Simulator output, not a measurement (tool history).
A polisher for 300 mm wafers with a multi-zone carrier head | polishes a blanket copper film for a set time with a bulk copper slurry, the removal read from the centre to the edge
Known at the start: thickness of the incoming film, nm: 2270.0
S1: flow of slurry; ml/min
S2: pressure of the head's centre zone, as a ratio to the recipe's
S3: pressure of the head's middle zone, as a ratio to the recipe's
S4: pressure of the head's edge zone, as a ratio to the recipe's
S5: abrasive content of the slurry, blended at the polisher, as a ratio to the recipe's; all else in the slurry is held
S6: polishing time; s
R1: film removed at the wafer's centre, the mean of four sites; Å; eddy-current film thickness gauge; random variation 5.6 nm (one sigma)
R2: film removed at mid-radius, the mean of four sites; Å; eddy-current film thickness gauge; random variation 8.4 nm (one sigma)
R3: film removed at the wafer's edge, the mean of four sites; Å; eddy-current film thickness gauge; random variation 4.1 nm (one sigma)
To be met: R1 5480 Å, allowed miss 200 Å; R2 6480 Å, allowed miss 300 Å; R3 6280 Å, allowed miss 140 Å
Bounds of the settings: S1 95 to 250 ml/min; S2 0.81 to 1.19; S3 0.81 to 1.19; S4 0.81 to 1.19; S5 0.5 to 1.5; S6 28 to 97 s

{"run": 1, "hour": 0.0, "S1": 160, "S2": 1, "S3": 1, "S4": 1, "S5": 1, "S6": 62, "R1": 7617.3, "R2": 7825.4, "R3": 7528.8}
{"run": 2, "hour": 8.9, "S1": 160, "S2": 0.96, "S3": 1, "S4": 1, "S5": 1, "S6": 62, "R1": 7227.4, "R2": 7858, "R3": 7459.1}
{"run": 3, "hour": 9.9, "S1": 160, "S2": 0.96, "S3": 1, "S4": 1, "S5": 0.9, "S6": 62, "R1": 7080.5, "R2": 7348.5, "R3": 7201.8}
{"run": 4, "hour": 12.1, "S1": 160, "S2": 0.96, "S3": 1, "S4": 0.93, "S5": 0.9, "S6": 62, "R1": 7011.3, "R2": 7506.6, "R3": 6937.4}
{"run": 5, "hour": 18.1, "S1": 150, "S2": 0.92, "S3": 0.98, "S4": 0.92, "S5": 0.9, "S6": 62, "R1": 6666.7, "R2": 7334.4, "R3": 6871.6}
{"run": 6, "hour": 22.7, "S1": 150, "S2": 0.92, "S3": 0.98, "S4": 0.92, "S5": 1, "S6": 62, "R1": 6830.1, "R2": 7675.5, "R3": 7143.7}
{"run": 7, "hour": 31.4, "S1": 140, "S2": 0.89, "S3": 0.96, "S4": 0.9, "S5": 0.95, "S6": 62, "R1": 6420.8, "R2": 7329.9, "R3": 6881.6}
{"run": 8, "hour": 35.4, "S1": 100, "S2": 0.81, "S3": 0.89, "S4": 0.84, "S5": 0.85, "S6": 62, "R1": 5061.7, "R2": 6012.2, "R3": 6077.7}
{"run": 9, "hour": 41.8, "S1": 110, "S2": 0.81, "S3": 0.9, "S4": 0.84, "S5": 0.85, "S6": 62, "R1": 5268.4, "R2": 6172, "R3": 6148.6}

5 next moves are on the table. One of them brings every result within its allowed miss. Which?
{"run": "A", "hour": 48.2, "S1": 95, "S2": 0.81, "S3": 1.02, "S4": 0.81, "S5": 1.1, "S6": 59, "R1": "?", "R2": "?", "R3": "?"}
{"run": "B", "hour": 48.2, "S1": 95, "S2": 0.81, "S3": 0.86, "S4": 0.89, "S5": 0.8, "S6": 64, "R1": "?", "R2": "?", "R3": "?"}
{"run": "C", "hour": 48.2, "S1": 110, "S2": 0.81, "S3": 1.13, "S4": 0.84, "S5": 0.85, "S6": 60, "R1": "?", "R2": "?", "R3": "?"}
{"run": "D", "hour": 48.2, "S1": 145, "S2": 0.92, "S3": 0.93, "S4": 0.81, "S5": 0.95, "S6": 57, "R1": "?", "R2": "?", "R3": "?"}
{"run": "E", "hour": 48.2, "S1": 165, "S2": 0.81, "S3": 0.92, "S4": 0.86, "S5": 1, "S6": 55, "R1": "?", "R2": "?", "R3": "?"}

move=A R1=5011.9 R2=6834.4 R3=6070.3
move=B R1=4952.7 R2=5862.6 R3=6251
move=C R1=5015.5 R2=7399.2 R3=6002.4
move=D R1=6068.3 R2=6611.7 R3=6121.4
move=E R1=5383.7 R2=6591 R3=6257.8
A: further off than the last run
B: further off than the last run
C: further off than the last run
D: takes the result that was furthest off past its target
E: meets every target
Answer: E

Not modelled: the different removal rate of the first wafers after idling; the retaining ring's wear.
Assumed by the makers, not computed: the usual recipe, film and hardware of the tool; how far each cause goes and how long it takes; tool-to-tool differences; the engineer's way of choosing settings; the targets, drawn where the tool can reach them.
